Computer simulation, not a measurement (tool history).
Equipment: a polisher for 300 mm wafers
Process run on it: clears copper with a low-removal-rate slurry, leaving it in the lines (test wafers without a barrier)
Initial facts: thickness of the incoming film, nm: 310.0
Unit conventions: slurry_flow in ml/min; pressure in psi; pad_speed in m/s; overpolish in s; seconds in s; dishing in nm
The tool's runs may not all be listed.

run	hour	slurry_flow	pressure	pad_speed	slurry_solids	overpolish	seconds	dishing
1	0	270	2.6	1.4	1	26	95.338	46.924
2	1	270	2.1	1.4	1	26	118.34	39.339
3	6.5	270	2.1	1.4	1	32	119.61	46.697
4	10.4	270	2.1	1.74	1	32	94.56	53.614
5	11.4	270	2.4	1.74	1	32	84.274	59.59
6	14.6	325	2.4	1.74	1	32	82.584	60.459
7	17.4	325	2.4	1.74	1	32	81.691	60.075
8	25.5	340	2.2	1.78	0.95	25	87.09	48.129
9	26.8	285	2	1.84	1.1	20	92.741	38.695
10	27.6	260	1.9	1.88	1.2	16	92.499	32.432

Predict the results of run 11:
11	30.4	260	1.9	1.88	1.25	14	?	?

Run 11 measured seconds 93.786 s, dishing 29.8 nm.

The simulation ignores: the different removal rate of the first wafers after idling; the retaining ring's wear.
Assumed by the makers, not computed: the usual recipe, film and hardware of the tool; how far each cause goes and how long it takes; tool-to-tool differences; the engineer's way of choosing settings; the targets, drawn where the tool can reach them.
